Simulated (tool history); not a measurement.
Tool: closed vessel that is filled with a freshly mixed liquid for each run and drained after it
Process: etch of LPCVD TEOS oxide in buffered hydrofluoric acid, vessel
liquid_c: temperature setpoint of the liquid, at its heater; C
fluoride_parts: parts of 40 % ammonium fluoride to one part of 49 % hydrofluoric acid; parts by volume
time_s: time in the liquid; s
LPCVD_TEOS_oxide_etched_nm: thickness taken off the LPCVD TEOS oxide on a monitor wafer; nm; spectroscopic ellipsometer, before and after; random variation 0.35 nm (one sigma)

run	hour	liquid_c	fluoride_parts	time_s	LPCVD_TEOS_oxide_etched_nm
1	0.0	23.0	19.5	100	146.520
2	6.9	21.5	20.5	100	129.590
3	14.0	21.5	20.5	105	135.230
4	14.5	20.5	21.5	105	125.740
5	22.1	19.5	22.5	105	113.810
6	29.8	19.0	23.5	105	106.890
7	36.8	18.5	24.0	105	103.210

Forecast run 8:
8	44.5	18.0	24.5	105	?

Run 8 gave LPCVD_TEOS_oxide_etched_nm 98.858 nm.

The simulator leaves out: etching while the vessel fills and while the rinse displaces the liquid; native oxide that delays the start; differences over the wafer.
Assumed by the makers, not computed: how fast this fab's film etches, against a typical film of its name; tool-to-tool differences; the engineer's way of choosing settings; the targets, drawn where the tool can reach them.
